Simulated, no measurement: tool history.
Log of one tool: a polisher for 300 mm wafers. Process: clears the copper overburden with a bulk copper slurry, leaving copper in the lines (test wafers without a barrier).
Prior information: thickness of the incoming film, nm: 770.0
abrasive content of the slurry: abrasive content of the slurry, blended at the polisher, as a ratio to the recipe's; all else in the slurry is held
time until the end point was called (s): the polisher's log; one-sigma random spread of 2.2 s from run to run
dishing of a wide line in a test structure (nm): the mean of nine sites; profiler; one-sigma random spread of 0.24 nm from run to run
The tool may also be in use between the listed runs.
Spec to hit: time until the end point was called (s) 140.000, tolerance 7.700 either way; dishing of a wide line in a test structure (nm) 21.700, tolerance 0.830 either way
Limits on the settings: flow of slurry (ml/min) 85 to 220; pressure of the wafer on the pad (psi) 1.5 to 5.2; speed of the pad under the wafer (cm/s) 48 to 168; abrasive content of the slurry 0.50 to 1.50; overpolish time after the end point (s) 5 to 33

run,hour,flow of slurry (ml/min),pressure of the wafer on the pad (psi),speed of the pad under the wafer (cm/s),abrasive content of the slurry,overpolish time after the end point (s),time until the end point was called (s),dishing of a wide line in a test structure (nm)
1,0.0,140,3.3,108,1.00,17,59.041,62.037
2,7.5,140,3.3,86,1.00,17,69.780,58.086
3,10.2,135,2.9,76,0.95,14,86.123,51.584
4,15.5,125,2.6,70,0.85,12,101.860,43.556
5,21.5,125,2.6,70,0.85,7,98.888,31.518
6,25.4,125,3.2,70,0.85,7,85.993,35.139
7,30.0,115,2.8,72,0.75,7,95.348,32.456
8,33.2,85,1.8,68,0.50,5,147.290,17.871
9,40.7,85,1.8,68,0.50,5,150.710,17.836
10,41.7,95,1.8,68,0.50,5,146.500,17.999
11,42.9,105,1.8,66,0.55,5,144.500,18.063

Exactly one of the 4 candidate moves below puts every result within its allowed miss. Which one?
A,44.1,100,1.8,64,0.60,7,?,?
B,44.1,110,1.7,64,0.55,6,?,?
C,44.1,170,1.5,80,0.50,5,?,?
D,44.1,90,1.8,72,0.55,6,?,?

move,time until the end point was called (s),dishing of a wide line in a test structure (nm)
A,147.570,23.316
B,152.890,20.022
C,135.490,18.999
D,139.790,21.545
A: takes the biggest miss from the last run beyond its target
B: moves toward the targets from the last run without getting all of them in spec
C: moves toward the targets from the last run without getting all of them in spec
D: every result lands within tolerance
The right move is D.
